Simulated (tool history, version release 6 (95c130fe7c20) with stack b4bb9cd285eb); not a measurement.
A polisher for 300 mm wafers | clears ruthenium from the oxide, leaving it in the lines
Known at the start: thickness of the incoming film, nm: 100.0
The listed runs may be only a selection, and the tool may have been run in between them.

run,hour,flow of slurry (ml/min),pressure of the wafer on the pad (psi),speed of the pad under the wafer (m/s),overpolish time after the end point (s),time until the end point was called (s)
1,0.0,155,1.7,0.82,32,125.57
2,8.5,115,1.7,0.82,32,127.48
3,11.0,115,1.7,0.64,32,160.20
4,15.4,115,1.7,0.64,34,165.22
5,19.0,115,1.7,0.52,34,198.69
6,19.8,115,1.7,0.52,32,198.90
7,24.5,115,1.9,0.56,32,162.13
8,30.6,115,2.0,0.58,32,151.26
9,33.0,115,2.1,0.60,32,134.83
10,36.4,115,2.6,0.64,32,112.45
11,40.8,115,2.6,0.66,32,106.35
12,48.4,115,2.6,0.68,32,102.78

What does the tool deliver on the next run?
13,51.7,115,2.6,0.70,32,?

time until the end point was called (s): 102.32
